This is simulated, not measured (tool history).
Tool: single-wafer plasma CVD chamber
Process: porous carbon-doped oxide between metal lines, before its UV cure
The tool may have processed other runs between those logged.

run	hour	heater temperature setpoint (°C)	RF power (kW)	deposition time (s)	mean film thickness on the monitor wafer (Å)
1	0.0	285	0.390	43.2	2253.6
2	4.1	288	0.380	43.2	2163.1
3	5.7	291	0.370	43.2	2095.1
4	7.3	293	0.360	43.2	2026.5
5	12.1	293	0.335	43.2	1924.6
6	18.8	294	0.335	43.2	1903.2
7	20.7	295	0.335	43.2	1898.6

Run 8 is up next; what results do you expect?
8	28.8	296	0.335	43.2	?

mean film thickness on the monitor wafer (Å): 1891.8
